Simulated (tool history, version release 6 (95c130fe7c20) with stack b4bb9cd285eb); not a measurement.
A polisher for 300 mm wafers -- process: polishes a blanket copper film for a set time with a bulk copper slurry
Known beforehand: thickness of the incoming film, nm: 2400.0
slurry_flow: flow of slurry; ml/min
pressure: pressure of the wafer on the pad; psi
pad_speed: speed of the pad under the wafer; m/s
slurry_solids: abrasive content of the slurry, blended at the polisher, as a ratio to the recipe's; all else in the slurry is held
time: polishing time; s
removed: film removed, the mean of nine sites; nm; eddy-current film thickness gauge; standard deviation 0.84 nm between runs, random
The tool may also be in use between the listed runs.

run 1 day=0 | slurry_flow=285 pressure=2.3 pad_speed=1.08 slurry_solids=1 time=21 | removed=144.7
run 2 day=0.358 | slurry_flow=280 pressure=2.1 pad_speed=1.08 slurry_solids=1 time=21 | removed=136.86
run 3 day=0.542 | slurry_flow=280 pressure=2.1 pad_speed=1.08 slurry_solids=1 time=19 | removed=124.39
run 4 day=0.608 | slurry_flow=280 pressure=2.1 pad_speed=1.08 slurry_solids=1 time=21 | removed=137.32
run 5 day=0.896 | slurry_flow=280 pressure=2.1 pad_speed=1.08 slurry_solids=1 time=19 | removed=123.77
run 6 day=1.058 | slurry_flow=280 pressure=2.4 pad_speed=1.08 slurry_solids=1 time=19 | removed=134.73

Forecast run 7:
run 7 day=1.208 | slurry_flow=270 pressure=2.3 pad_speed=1.08 slurry_solids=1 time=19 | removed=?

Run 7 gave removed 130.98 nm.

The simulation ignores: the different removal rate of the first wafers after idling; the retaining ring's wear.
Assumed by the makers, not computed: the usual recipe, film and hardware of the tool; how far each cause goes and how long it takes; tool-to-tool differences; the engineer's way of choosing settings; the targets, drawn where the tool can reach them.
